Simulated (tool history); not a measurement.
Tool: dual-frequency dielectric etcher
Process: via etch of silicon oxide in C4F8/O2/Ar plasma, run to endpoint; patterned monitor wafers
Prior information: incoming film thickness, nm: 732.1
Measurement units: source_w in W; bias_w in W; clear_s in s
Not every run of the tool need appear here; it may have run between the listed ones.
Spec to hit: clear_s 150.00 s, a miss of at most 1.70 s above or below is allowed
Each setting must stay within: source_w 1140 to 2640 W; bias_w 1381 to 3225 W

run	day	source_w	bias_w	clear_s
1	0.000	1890	2303	136.45
2	0.288	1770	2291	139.41
3	0.562	1770	2476	137.24
4	0.775	1770	2882	134.56
5	0.938	1990	2882	129.38
6	1.117	1830	2882	132.78
7	1.317	1830	2882	133.31
8	1.646	1450	2820	143.54
9	1.738	1180	2787	152.72
10	1.921	1200	2791	152.12

Exercise: of the 4 proposed moves below, exactly one satisfies all targets within the stated allowed misses. Which move is it?
A	2.104	1340	2825	?
B	2.104	1300	3165	?
C	2.104	1240	2871	?
D	2.104	1290	3005	?

move	clear_s
A	146.75
B	144.94
C	149.76
D	146.73
A: takes the result that was furthest off past its target
B: takes the result that was furthest off past its target
C: all results in spec
D: takes the result that was furthest off past its target
So the answer is move C, the one that meets all the targets.

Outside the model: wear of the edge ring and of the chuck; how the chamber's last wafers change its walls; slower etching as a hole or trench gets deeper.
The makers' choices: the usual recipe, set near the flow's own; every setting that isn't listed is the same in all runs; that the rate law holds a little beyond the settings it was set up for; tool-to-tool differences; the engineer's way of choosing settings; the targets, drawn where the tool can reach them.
